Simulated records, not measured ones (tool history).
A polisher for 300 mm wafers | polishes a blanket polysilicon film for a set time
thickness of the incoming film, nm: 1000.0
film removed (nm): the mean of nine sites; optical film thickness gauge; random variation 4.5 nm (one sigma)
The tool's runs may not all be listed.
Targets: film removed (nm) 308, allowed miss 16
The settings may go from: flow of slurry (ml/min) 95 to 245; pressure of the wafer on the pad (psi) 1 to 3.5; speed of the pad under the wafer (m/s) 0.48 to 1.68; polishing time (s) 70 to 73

run	hour	flow of slurry (ml/min)	pressure of the wafer on the pad (psi)	speed of the pad under the wafer (m/s)	polishing time (s)	film removed (nm)
1	0	155	2.2	1.08	70	598.41
2	6.2	155	1.9	1.06	70	505.74
3	9	155	1.9	1.26	70	606.99
4	13.2	155	1.9	1.5	70	707.4
5	22.2	170	1.9	1.5	70	712.28
6	23.9	170	1.5	1.5	70	573.66
7	30.9	170	1.5	1.5	70	575.21
8	38.5	170	1.4	1.4	70	513.41
9	45.8	170	1.3	1.3	70	449.36
10	49.6	170	1.2	1.24	70	384.99
11	51.2	170	1.2	1.22	70	374.3
12	56.3	170	1.2	1.22	70	374.69
13	61.8	170	1.2	1.2	70	378.36
14	65.3	170	1.2	1.18	70	368.12
15	71.4	170	1.2	1.16	70	360.58
16	74.6	170	1.2	1.14	70	352.4

5 next moves are on the table. One of them brings every result within its allowed miss. Which?
A	77.8	175	1.2	1	70	?
B	77.8	170	1.1	1.12	72	?
C	77.8	210	1.4	0.9	73	?
D	77.8	195	1.3	1.04	72	?
E	77.8	195	1.4	0.76	70	?

move	film removed (nm)
A	316.99
B	334.12
C	352.57
D	369.75
E	285.13
A: meets every target
B: nearer than the last run, and not there yet
C: as far off as the last run
D: further off than the last run
E: takes the result that was furthest off past its target
The right move is A.

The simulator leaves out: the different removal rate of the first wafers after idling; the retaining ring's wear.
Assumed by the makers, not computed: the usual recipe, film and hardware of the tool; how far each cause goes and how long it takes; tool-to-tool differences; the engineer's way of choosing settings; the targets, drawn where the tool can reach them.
